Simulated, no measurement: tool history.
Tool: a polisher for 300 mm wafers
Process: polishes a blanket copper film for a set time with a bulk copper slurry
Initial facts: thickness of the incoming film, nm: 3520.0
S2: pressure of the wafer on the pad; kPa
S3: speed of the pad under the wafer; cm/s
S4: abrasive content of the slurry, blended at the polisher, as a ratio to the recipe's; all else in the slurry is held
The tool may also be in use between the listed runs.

Run 1, hour 0.0: flow of slurry (ml/min) 200, S2 22.1 kPa, S3 84 cm/s, S4 1.0, polishing time (s) 94. Result: film removed (angstrom) 10013.0.
Run 2, hour 2.2: flow of slurry (ml/min) 200, S2 22.1 kPa, S3 100 cm/s, S4 1.0, polishing time (s) 94. Result: film removed (angstrom) 11618.0.
Run 3, hour 9.1: flow of slurry (ml/min) 200, S2 23.4 kPa, S3 100 cm/s, S4 1.0, polishing time (s) 94. Result: film removed (angstrom) 12531.0.
Run 4, hour 18.1: flow of slurry (ml/min) 200, S2 23.4 kPa, S3 100 cm/s, S4 0.8, polishing time (s) 94. Result: film removed (angstrom) 11427.0.
Run 5, hour 23.4: flow of slurry (ml/min) 200, S2 18.6 kPa, S3 100 cm/s, S4 0.8, polishing time (s) 94. Result: film removed (angstrom) 9504.7.
Run 6, hour 25.2: flow of slurry (ml/min) 200, S2 20.7 kPa, S3 100 cm/s, S4 0.8, polishing time (s) 94. Result: film removed (angstrom) 10187.0.
Run 7, hour 31.2: flow of slurry (ml/min) 200, S2 26.9 kPa, S3 106 cm/s, S4 0.8, polishing time (s) 94. Result: film removed (angstrom) 13266.0.
Run 8, hour 34.7: flow of slurry (ml/min) 200, S2 27.6 kPa, S3 106 cm/s, S4 0.8, polishing time (s) 94. Result: film removed (angstrom) 13779.0.
Run 9, hour 40.8: flow of slurry (ml/min) 200, S2 28.3 kPa, S3 106 cm/s, S4 0.8, polishing time (s) 94. Result: film removed (angstrom) 13781.0.
Run 10, hour 48.5: flow of slurry (ml/min) 200, S2 29.0 kPa, S3 106 cm/s, S4 0.8, polishing time (s) 94. Result: film removed (angstrom) 14296.0.
Run 11, hour 55.5: flow of slurry (ml/min) 200, S2 29.6 kPa, S3 106 cm/s, S4 0.8, polishing time (s) 94. Result: film removed (angstrom) 14435.0.

Run 12 comes next. What will it give?
Run 12, hour 57.6: flow of slurry (ml/min) 200, S2 29.6 kPa, S3 106 cm/s, S4 0.8, polishing time (s) 94. Result: film removed (angstrom) ?.

{"run 12": {"film removed (angstrom)": 14397.0}}
